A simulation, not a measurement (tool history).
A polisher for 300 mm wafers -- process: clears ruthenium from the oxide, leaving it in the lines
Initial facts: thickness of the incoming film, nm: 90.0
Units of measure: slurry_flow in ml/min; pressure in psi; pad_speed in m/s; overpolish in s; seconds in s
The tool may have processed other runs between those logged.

{"run": 1, "day": 0.0, "slurry_flow": 145, "pressure": 1.6, "pad_speed": 1.18, "overpolish": 12, "seconds": 94.35}
{"run": 2, "day": 0.183, "slurry_flow": 145, "pressure": 1.7, "pad_speed": 1.18, "overpolish": 12, "seconds": 89.923}
{"run": 3, "day": 0.396, "slurry_flow": 145, "pressure": 1.7, "pad_speed": 1.18, "overpolish": 9, "seconds": 89.268}
{"run": 4, "day": 0.492, "slurry_flow": 145, "pressure": 1.7, "pad_speed": 1.3, "overpolish": 9, "seconds": 79.198}
{"run": 5, "day": 0.842, "slurry_flow": 145, "pressure": 1.9, "pad_speed": 1.3, "overpolish": 9, "seconds": 74.181}
{"run": 6, "day": 1.008, "slurry_flow": 145, "pressure": 1.9, "pad_speed": 1.3, "overpolish": 9, "seconds": 72.792}

Forecast run 7:
{"run": 7, "day": 1.292, "slurry_flow": 145, "pressure": 2, "pad_speed": 1.3, "overpolish": 9, "seconds": "?"}

Logged for run 7: seconds 69.343 s.

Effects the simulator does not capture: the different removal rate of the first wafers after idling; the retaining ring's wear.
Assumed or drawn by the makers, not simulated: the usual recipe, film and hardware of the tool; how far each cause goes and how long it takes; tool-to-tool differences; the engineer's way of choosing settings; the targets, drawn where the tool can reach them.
